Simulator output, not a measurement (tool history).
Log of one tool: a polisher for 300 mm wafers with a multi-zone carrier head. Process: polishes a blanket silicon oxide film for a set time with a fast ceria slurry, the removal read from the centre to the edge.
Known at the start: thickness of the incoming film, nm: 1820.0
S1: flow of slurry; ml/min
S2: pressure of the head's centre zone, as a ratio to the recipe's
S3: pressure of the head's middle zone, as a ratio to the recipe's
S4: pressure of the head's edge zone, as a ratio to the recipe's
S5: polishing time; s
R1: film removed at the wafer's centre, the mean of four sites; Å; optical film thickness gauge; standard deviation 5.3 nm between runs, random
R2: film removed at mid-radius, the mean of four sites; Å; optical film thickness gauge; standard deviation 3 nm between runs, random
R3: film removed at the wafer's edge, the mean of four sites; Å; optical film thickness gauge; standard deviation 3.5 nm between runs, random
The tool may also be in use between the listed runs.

run	hour	S1	S2	S3	S4	S5	R1	R2	R3
1	0	225	1	1	1	34	5572.7	5535.8	5528.7
2	3.6	220	0.98	0.97	0.98	32	5099.4	5032.8	5092.1
3	11.9	220	0.98	0.93	0.98	32	4978.1	4888.7	5135.3
4	13.8	215	0.98	0.91	0.96	31	4934.5	4742.3	4851.1
5	15.1	250	0.98	0.91	0.96	31	4893	4770.6	5044.6
6	23	240	0.97	0.89	0.96	30	4671.8	4550.7	4785.8
7	30.8	235	0.96	0.88	0.96	29	4617.6	4342.3	4618
8	33.3	235	0.94	0.87	0.96	28	4269.9	4128.6	4442.8
9	37.8	225	0.93	0.86	0.96	28	4338.7	4134.2	4421.3

Estimate the outcome of run 10 from the log above:
10	44.9	225	0.92	0.85	0.96	27	?	?	?

Run 10 gave R1 4004.9 Å, R2 3948.6 Å, R3 4250.3 Å.
